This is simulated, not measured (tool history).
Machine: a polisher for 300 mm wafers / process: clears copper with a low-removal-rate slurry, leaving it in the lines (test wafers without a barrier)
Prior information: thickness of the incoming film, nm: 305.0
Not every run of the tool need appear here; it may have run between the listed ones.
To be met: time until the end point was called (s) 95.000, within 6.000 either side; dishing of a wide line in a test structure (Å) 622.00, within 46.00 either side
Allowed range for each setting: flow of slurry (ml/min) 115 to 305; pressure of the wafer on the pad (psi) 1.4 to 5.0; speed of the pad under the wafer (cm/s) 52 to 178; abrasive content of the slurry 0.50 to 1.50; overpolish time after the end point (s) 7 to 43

run	day	flow of slurry (ml/min)	pressure of the wafer on the pad (psi)	speed of the pad under the wafer (cm/s)	abrasive content of the slurry	overpolish time after the end point (s)	time until the end point was called (s)	dishing of a wide line in a test structure (Å)
1	0.000	195	3.2	114	1.00	22	70.439	689.76
2	0.171	195	3.2	98	1.00	22	77.115	655.53
3	0.504	165	3.2	98	1.00	22	81.767	622.10
4	0.538	165	3.2	98	1.20	22	78.003	665.46
5	0.775	165	2.7	98	1.20	22	91.552	566.06
6	1.108	120	2.7	98	1.20	22	97.260	535.20
7	1.388	120	2.7	98	1.20	23	98.591	550.63
8	1.579	125	2.7	98	1.20	24	94.413	569.47

Which of these 5 next moves meets every target?
A	1.771	120	2.9	76	1.10	37	?	?
B	1.771	135	2.6	102	1.25	20	?	?
C	1.771	125	2.2	136	1.20	27	?	?
D	1.771	120	2.5	96	1.20	22	?	?
E	1.771	115	2.4	98	1.05	31	?	?

move	time until the end point was called (s)	dishing of a wide line in a test structure (Å)
A	107.380	729.43
B	94.422	482.84
C	93.641	617.68
D	105.690	474.55
E	112.690	598.76
A: carries the result that was furthest off beyond its target, to the other side
B: moves away from the targets compared with the last run
C: every result lands within tolerance
D: moves away from the targets compared with the last run
E: meets the target for the result that was furthest off, but another lies outside its allowed miss
C meets every target.
